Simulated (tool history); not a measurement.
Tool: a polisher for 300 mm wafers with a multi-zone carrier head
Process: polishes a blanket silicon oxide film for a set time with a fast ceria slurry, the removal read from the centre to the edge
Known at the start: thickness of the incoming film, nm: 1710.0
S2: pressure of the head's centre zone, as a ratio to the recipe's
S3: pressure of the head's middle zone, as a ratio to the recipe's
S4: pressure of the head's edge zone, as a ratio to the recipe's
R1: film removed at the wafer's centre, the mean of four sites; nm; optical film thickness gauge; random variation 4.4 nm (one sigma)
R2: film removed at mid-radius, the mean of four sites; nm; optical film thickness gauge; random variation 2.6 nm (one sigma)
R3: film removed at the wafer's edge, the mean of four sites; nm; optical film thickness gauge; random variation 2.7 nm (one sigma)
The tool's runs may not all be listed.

Run 1, hour 0.0: flow of slurry (ml/min) 185, S2 1.00, S3 1.00, S4 1.00, polishing time (s) 43. Result: R1 519.07 nm, R2 534.66 nm, R3 540.94 nm.
Run 2, hour 1.6: flow of slurry (ml/min) 185, S2 1.00, S3 0.95, S4 1.00, polishing time (s) 43. Result: R1 526.94 nm, R2 515.76 nm, R3 531.76 nm.
Run 3, hour 6.2: flow of slurry (ml/min) 175, S2 0.97, S3 0.93, S4 0.94, polishing time (s) 36. Result: R1 421.63 nm, R2 429.76 nm, R3 438.71 nm.
Run 4, hour 13.6: flow of slurry (ml/min) 175, S2 0.97, S3 0.87, S4 0.94, polishing time (s) 36. Result: R1 420.99 nm, R2 401.68 nm, R3 434.88 nm.
Run 5, hour 21.3: flow of slurry (ml/min) 175, S2 0.97, S3 0.87, S4 0.94, polishing time (s) 28. Result: R1 327.83 nm, R2 314.12 nm, R3 337.90 nm.
Run 6, hour 23.9: flow of slurry (ml/min) 175, S2 0.97, S3 0.89, S4 0.91, polishing time (s) 27. Result: R1 312.13 nm, R2 310.11 nm, R3 318.56 nm.
Run 7, hour 27.9: flow of slurry (ml/min) 175, S2 0.97, S3 0.90, S4 0.89, polishing time (s) 27. Result: R1 324.79 nm, R2 305.40 nm, R3 319.68 nm.

The next listed run, before its measurement:
Run 8, hour 31.8: flow of slurry (ml/min) 170, S2 0.95, S3 0.93, S4 0.87, polishing time (s) 27. Result: R1 ?, R2 ?, R3 ?.

{"run 8": {"R1": 304.2, "R2": 317.21, "R3": 312.31}}
